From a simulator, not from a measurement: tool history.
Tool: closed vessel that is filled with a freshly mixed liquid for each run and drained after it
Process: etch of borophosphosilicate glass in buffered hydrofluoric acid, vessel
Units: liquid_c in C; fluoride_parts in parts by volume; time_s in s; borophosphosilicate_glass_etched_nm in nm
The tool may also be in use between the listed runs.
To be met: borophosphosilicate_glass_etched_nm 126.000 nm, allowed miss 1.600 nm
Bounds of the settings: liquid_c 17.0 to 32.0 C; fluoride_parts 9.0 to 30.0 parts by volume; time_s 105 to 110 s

run	hour	liquid_c	fluoride_parts	time_s	borophosphosilicate_glass_etched_nm
1	0.0	24.0	24.0	105	87.636
2	1.2	20.5	24.0	105	71.761
3	3.6	23.5	24.0	105	84.621
4	9.7	27.0	24.0	105	102.230
5	13.8	28.5	24.0	105	110.380
6	15.2	28.5	30.0	105	95.047
7	19.2	29.5	29.0	105	102.930
8	23.3	30.5	28.0	105	111.600
9	26.8	31.0	27.5	105	115.300

4 next moves are on the table. One of them brings every result within its allowed miss. Which?
A	30.3	26.0	21.5	110	?
B	30.3	30.5	26.0	110	?
C	30.3	31.0	26.5	105	?
D	30.3	32.0	28.0	110	?

move	borophosphosilicate_glass_etched_nm
A	109.370
B	121.860
C	117.860
D	125.320
A: further off than the last run
B: nearer than the last run, and not there yet
C: nearer than the last run, and not there yet
D: meets every target
The right move is D.
